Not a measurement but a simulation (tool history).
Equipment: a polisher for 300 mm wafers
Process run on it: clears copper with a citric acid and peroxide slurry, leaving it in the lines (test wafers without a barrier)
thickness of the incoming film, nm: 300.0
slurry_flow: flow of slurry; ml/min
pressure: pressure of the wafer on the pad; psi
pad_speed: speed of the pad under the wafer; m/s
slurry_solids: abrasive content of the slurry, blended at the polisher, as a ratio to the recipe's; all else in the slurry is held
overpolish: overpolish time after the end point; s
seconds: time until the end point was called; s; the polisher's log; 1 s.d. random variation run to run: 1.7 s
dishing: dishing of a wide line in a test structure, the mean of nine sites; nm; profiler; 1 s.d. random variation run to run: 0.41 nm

run 1 day=0 | slurry_flow=155 pressure=2.9 pad_speed=1.16 slurry_solids=1 overpolish=15 | seconds=125.94 dishing=22.986
run 2 day=0.025 | slurry_flow=155 pressure=2.4 pad_speed=1.16 slurry_solids=1 overpolish=15 | seconds=147.22 dishing=20.128
run 3 day=0.225 | slurry_flow=155 pressure=2.4 pad_speed=1.16 slurry_solids=1 overpolish=20 | seconds=144.65 dishing=25.194
run 4 day=0.296 | slurry_flow=155 pressure=2.5 pad_speed=1.16 slurry_solids=1 overpolish=20 | seconds=139.36 dishing=26.533
run 5 day=0.321 | slurry_flow=155 pressure=2.5 pad_speed=0.96 slurry_solids=1 overpolish=20 | seconds=167.31 dishing=22.666
run 6 day=0.612 | slurry_flow=120 pressure=2.5 pad_speed=0.96 slurry_solids=1 overpolish=20 | seconds=178.62 dishing=21.463
run 7 day=0.904 | slurry_flow=130 pressure=2.6 pad_speed=0.96 slurry_solids=1 overpolish=20 | seconds=167.08 dishing=22.756

Predict the results of run 8:
run 8 day=1.208 | slurry_flow=130 pressure=2.6 pad_speed=0.96 slurry_solids=1 overpolish=20 | seconds=? dishing=?

Run 8 measured seconds 170.2 s, dishing 22.373 nm.

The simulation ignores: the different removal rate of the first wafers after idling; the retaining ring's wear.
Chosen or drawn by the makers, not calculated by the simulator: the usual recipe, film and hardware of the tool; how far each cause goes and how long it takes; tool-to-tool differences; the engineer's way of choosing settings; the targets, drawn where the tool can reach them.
